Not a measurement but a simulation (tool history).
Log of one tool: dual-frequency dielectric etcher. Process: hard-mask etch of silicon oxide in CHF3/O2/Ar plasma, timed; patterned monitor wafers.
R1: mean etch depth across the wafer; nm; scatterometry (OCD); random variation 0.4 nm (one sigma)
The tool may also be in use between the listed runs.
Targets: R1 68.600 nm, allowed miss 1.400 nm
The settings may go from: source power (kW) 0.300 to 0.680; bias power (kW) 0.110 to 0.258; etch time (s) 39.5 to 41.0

run 1 hour=0.0 | source_power_(kW)=0.490 bias_power_(kW)=0.184 etch_time_(s)=39.5 | R1=79.041
run 2 hour=6.7 | source_power_(kW)=0.470 bias_power_(kW)=0.182 etch_time_(s)=39.5 | R1=78.289
run 3 hour=9.9 | source_power_(kW)=0.470 bias_power_(kW)=0.205 etch_time_(s)=39.5 | R1=80.538
run 4 hour=11.1 | source_power_(kW)=0.470 bias_power_(kW)=0.205 etch_time_(s)=41.0 | R1=83.702
run 5 hour=17.5 | source_power_(kW)=0.470 bias_power_(kW)=0.205 etch_time_(s)=41.0 | R1=84.043
run 6 hour=25.0 | source_power_(kW)=0.420 bias_power_(kW)=0.205 etch_time_(s)=41.0 | R1=79.760
run 7 hour=31.4 | source_power_(kW)=0.410 bias_power_(kW)=0.202 etch_time_(s)=41.0 | R1=78.396
run 8 hour=34.4 | source_power_(kW)=0.400 bias_power_(kW)=0.200 etch_time_(s)=41.0 | R1=76.451

Which of these 4 next moves meets every target?
run A hour=37.4 | source_power_(kW)=0.330 bias_power_(kW)=0.233 etch_time_(s)=39.5 | R1=?
run B hour=37.4 | source_power_(kW)=0.350 bias_power_(kW)=0.204 etch_time_(s)=40.0 | R1=?
run C hour=37.4 | source_power_(kW)=0.320 bias_power_(kW)=0.230 etch_time_(s)=40.5 | R1=?
run D hour=37.4 | source_power_(kW)=0.320 bias_power_(kW)=0.203 etch_time_(s)=40.0 | R1=?

move=A R1=71.807
move=B R1=71.346
move=C R1=72.211
move=D R1=68.231
A: nearer than the last run, and not there yet
B: nearer than the last run, and not there yet
C: nearer than the last run, and not there yet
D: meets every target
Move D is the one to make.
